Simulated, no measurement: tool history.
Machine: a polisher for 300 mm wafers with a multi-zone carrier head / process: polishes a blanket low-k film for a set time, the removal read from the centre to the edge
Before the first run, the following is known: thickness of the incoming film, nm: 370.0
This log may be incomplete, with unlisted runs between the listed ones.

| run | hour | flow of slurry (ml/min) | pressure of the head's centre zone | pressure of the head's middle zone | pressure of the head's edge zone | abrasive content of the slurry | polishing time (s) | film removed at the wafer's centre (Å) | film removed at mid-radius (Å) | film removed at the wafer's edge (Å) |
|---|---|---|---|---|---|---|---|---|---|---|
| 1 | 0.0 | 130 | 1.00 | 1.00 | 1.00 | 1.00 | 60 | 180.18 | 180.17 | 175.66 |
| 2 | 8.8 | 130 | 1.00 | 1.00 | 1.05 | 1.00 | 60 | 179.93 | 177.27 | 182.52 |
| 3 | 9.9 | 130 | 1.00 | 1.00 | 1.05 | 1.00 | 52 | 157.86 | 155.92 | 160.47 |
| 4 | 12.8 | 130 | 1.00 | 1.04 | 1.05 | 1.00 | 52 | 159.92 | 162.28 | 163.54 |
| 5 | 14.7 | 130 | 1.00 | 1.04 | 1.05 | 0.85 | 52 | 144.13 | 150.21 | 145.49 |
| 6 | 21.0 | 130 | 0.93 | 1.04 | 1.05 | 0.85 | 52 | 136.24 | 149.04 | 141.31 |

Expected results for the next run?
| 7 | 21.8 | 130 | 0.93 | 1.04 | 1.02 | 0.85 | 52 | ? | ? | ? |

For run 7 the tool returned film removed at the wafer's centre (Å) 135.32, film removed at mid-radius (Å) 146.58, film removed at the wafer's edge (Å) 140.60.
